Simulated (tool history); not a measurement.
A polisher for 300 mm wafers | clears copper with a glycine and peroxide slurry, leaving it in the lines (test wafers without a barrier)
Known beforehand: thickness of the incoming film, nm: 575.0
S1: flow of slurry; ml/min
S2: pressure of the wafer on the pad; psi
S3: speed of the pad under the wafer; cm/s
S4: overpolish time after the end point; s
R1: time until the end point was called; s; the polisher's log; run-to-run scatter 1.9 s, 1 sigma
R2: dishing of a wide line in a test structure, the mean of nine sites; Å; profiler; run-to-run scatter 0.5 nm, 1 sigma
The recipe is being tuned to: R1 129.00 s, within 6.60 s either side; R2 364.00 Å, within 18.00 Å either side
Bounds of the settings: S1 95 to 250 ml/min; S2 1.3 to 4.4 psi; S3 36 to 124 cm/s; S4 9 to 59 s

| run | hour | S1 | S2 | S3 | S4 | R1 | R2 |
|---|---|---|---|---|---|---|---|
| 1 | 0.0 | 160 | 2.8 | 80 | 30 | 144.93 | 586.09 |
| 2 | 4.5 | 135 | 2.8 | 80 | 30 | 146.66 | 597.99 |
| 3 | 8.1 | 135 | 2.4 | 80 | 30 | 161.73 | 544.12 |
| 4 | 11.9 | 150 | 2.4 | 80 | 30 | 169.33 | 544.46 |
| 5 | 20.0 | 165 | 2.4 | 80 | 30 | 160.81 | 558.84 |
| 6 | 22.8 | 195 | 2.4 | 80 | 30 | 158.01 | 563.32 |
| 7 | 24.0 | 190 | 2.5 | 80 | 27 | 154.84 | 535.68 |
| 8 | 30.6 | 175 | 2.6 | 80 | 24 | 149.19 | 499.34 |
| 9 | 33.4 | 130 | 3.0 | 84 | 10 | 135.65 | 264.56 |
|  | 40.4 | worn pad replaced by a new one |
| 10 | 40.4 | 135 | 3.0 | 84 | 11 | 125.51 | 294.68 |
| 11 | 47.1 | 140 | 3.0 | 84 | 12 | 123.74 | 323.71 |

Which one of the following 4 next-run settings gets every result inside its allowed miss? There is exactly one.
| A | 53.8 | 135 | 2.9 | 74 | 17 | ? | ? |
| B | 53.8 | 140 | 2.8 | 84 | 14 | ? | ? |
| C | 53.8 | 180 | 2.6 | 78 | 16 | ? | ? |
| D | 53.8 | 150 | 2.6 | 80 | 18 | ? | ? |

| move | R1 | R2 |
|---|---|---|
| A | 139.07 | 390.69 |
| B | 128.70 | 352.89 |
| C | 140.04 | 368.33 |
| D | 140.50 | 404.56 |
A: the result that was furthest off in the last run now lies on the other side of its target
B: all results land within tolerance of their targets
C: brings the last run's worst result on target, with another outside its allowed miss
D: the result that was furthest off in the last run now lies on the other side of its target
B meets every target.
